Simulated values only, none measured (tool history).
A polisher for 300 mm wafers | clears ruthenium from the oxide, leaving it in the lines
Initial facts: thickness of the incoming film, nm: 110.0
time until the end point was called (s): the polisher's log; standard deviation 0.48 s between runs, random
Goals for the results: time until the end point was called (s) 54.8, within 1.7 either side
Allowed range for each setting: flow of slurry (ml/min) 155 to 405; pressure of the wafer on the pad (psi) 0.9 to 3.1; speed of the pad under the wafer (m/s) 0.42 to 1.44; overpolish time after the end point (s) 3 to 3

| run | hour | flow of slurry (ml/min) | pressure of the wafer on the pad (psi) | speed of the pad under the wafer (m/s) | overpolish time after the end point (s) | time until the end point was called (s) |
|---|---|---|---|---|---|---|
| 1 | 0 | 260 | 2 | 0.92 | 3 | 98.521 |
| 2 | 1.7 | 260 | 2.2 | 0.92 | 3 | 91.146 |
| 3 | 4.7 | 260 | 2.2 | 0.76 | 3 | 103.76 |
| 4 | 6.7 | 260 | 1.7 | 0.76 | 3 | 132.08 |
| 5 | 14.6 | 260 | 2.1 | 0.76 | 3 | 109.84 |
| 6 | 23.3 | 260 | 2.1 | 0.54 | 3 | 140.14 |
| 7 | 29.7 | 280 | 2.7 | 0.8 | 3 | 81.941 |
| 8 | 30.3 | 280 | 2.8 | 0.86 | 3 | 74.84 |

Which one of the following 5 next-run settings gets every result inside its allowed miss? There is exactly one.
| A | 30.9 | 210 | 2.1 | 1.04 | 3 | ? |
| B | 30.9 | 235 | 2.9 | 1 | 3 | ? |
| C | 30.9 | 355 | 2.3 | 0.66 | 3 | ? |
| D | 30.9 | 265 | 3.1 | 1.1 | 3 | ? |
| E | 30.9 | 285 | 3.1 | 0.94 | 3 | ? |

| move | time until the end point was called (s) |
|---|---|
| A | 87.323 |
| B | 64.87 |
| C | 108.07 |
| D | 55.425 |
| E | 62.556 |
A: misses by more than the last run did
B: an improvement on the last run, though not all results are within tolerance
C: misses by more than the last run did
D: all results land within tolerance of their targets
E: an improvement on the last run, though not all results are within tolerance
Answer: D
